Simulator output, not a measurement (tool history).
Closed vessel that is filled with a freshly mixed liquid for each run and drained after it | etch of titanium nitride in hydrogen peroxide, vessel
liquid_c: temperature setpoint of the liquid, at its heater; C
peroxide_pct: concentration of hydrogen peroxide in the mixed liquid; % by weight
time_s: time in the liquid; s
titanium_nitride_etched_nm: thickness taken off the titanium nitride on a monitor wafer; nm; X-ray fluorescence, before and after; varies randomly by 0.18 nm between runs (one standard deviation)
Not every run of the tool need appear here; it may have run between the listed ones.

{"run": 1, "hour": 0.0, "liquid_c": 47, "peroxide_pct": 24, "time_s": 825, "titanium_nitride_etched_nm": 52.73}
{"run": 2, "hour": 4.2, "liquid_c": 44.5, "peroxide_pct": 24, "time_s": 825, "titanium_nitride_etched_nm": 43.536}
{"run": 3, "hour": 5.0, "liquid_c": 42.5, "peroxide_pct": 24, "time_s": 825, "titanium_nitride_etched_nm": 37.483}
{"run": 4, "hour": 7.9, "liquid_c": 42.5, "peroxide_pct": 24, "time_s": 895, "titanium_nitride_etched_nm": 40.901}
{"run": 5, "hour": 13.9, "liquid_c": 40.5, "peroxide_pct": 24, "time_s": 895, "titanium_nitride_etched_nm": 34.71}
{"run": 6, "hour": 15.9, "liquid_c": 39, "peroxide_pct": 24, "time_s": 895, "titanium_nitride_etched_nm": 30.709}
{"run": 7, "hour": 20.2, "liquid_c": 38, "peroxide_pct": 24, "time_s": 895, "titanium_nitride_etched_nm": 28.761}
{"run": 8, "hour": 29.1, "liquid_c": 37, "peroxide_pct": 24, "time_s": 895, "titanium_nitride_etched_nm": 26.683}
{"run": 9, "hour": 33.7, "liquid_c": 36, "peroxide_pct": 24, "time_s": 895, "titanium_nitride_etched_nm": 24.627}

Forecast run 10:
{"run": 10, "hour": 38.8, "liquid_c": 36, "peroxide_pct": 24, "time_s": 895, "titanium_nitride_etched_nm": "?"}

titanium_nitride_etched_nm: 24.664 nm
